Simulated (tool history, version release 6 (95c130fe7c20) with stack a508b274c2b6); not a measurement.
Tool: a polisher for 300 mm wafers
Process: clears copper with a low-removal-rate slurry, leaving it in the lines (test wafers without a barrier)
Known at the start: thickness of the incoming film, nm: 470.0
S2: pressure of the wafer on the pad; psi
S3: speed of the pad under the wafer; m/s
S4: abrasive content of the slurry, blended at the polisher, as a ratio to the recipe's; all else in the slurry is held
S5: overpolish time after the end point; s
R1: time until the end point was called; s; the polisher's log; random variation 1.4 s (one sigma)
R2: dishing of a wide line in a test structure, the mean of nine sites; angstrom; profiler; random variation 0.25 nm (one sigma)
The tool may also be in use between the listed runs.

run 1 hour=0 | flow_of_slurry_(ml/min)=155 S2=2.7 S3=1.4 S4=1 S5=21 | R1=115.78 R2=492.69
run 2 hour=5.8 | flow_of_slurry_(ml/min)=160 S2=2.5 S3=1.46 S4=1 S5=19 | R1=115.44 R2=449.12
run 3 hour=13.2 | flow_of_slurry_(ml/min)=170 S2=2.3 S3=1.48 S4=0.95 S5=17 | R1=120.37 R2=379.93
run 4 hour=18.2 | flow_of_slurry_(ml/min)=150 S2=2.3 S3=1.48 S4=0.95 S5=17 | R1=120.55 R2=384.68
run 5 hour=26.3 | flow_of_slurry_(ml/min)=150 S2=2.8 S3=1.48 S4=0.95 S5=17 | R1=106.84 R2=437.86
run 6 hour=29.3 | flow_of_slurry_(ml/min)=165 S2=2.6 S3=1.52 S4=0.9 S5=15 | R1=112.58 R2=377.98
run 7 hour=34.7 | flow_of_slurry_(ml/min)=165 S2=2.6 S3=1.52 S4=0.9 S5=15 | R1=111.45 R2=383.79
run 8 hour=42.4 | flow_of_slurry_(ml/min)=175 S2=2.4 S3=1.58 S4=0.85 S5=14 | R1=116.92 R2=352.47
run 9 hour=47.3 | flow_of_slurry_(ml/min)=165 S2=2.2 S3=1.56 S4=0.9 S5=13 | R1=125.01 R2=298.84
run 10 hour=52.1 | flow_of_slurry_(ml/min)=155 S2=2.1 S3=1.6 S4=1 S5=12 | R1=121.75 R2=283.13
run 11 hour=55.5 | flow_of_slurry_(ml/min)=145 S2=2 S3=1.62 S4=1.05 S5=11 | R1=128.19 R2=261.55
run 12 hour=59.9 | flow_of_slurry_(ml/min)=140 S2=1.9 S3=1.68 S4=1.1 S5=10 | R1=127.26 R2=239.41
run 13 hour=67.2 | flow_of_slurry_(ml/min)=135 S2=1.8 S3=1.74 S4=1.15 S5=9 | R1=127.21 R2=213.13
run 14 hour=76 | flow_of_slurry_(ml/min)=130 S2=1.7 S3=1.78 S4=1.2 S5=9 | R1=128.28 R2=209.03
run 15 hour=82.9 | flow_of_slurry_(ml/min)=125 S2=1.6 S3=1.82 S4=1.25 S5=9 | R1=132.29 R2=202.16

Forecast run 16:
run 16 hour=88.3 | flow_of_slurry_(ml/min)=120 S2=1.6 S3=1.86 S4=1.3 S5=9 | R1=? R2=?

Run 16 gave R1 129.06 s, R2 213.29 angstrom.
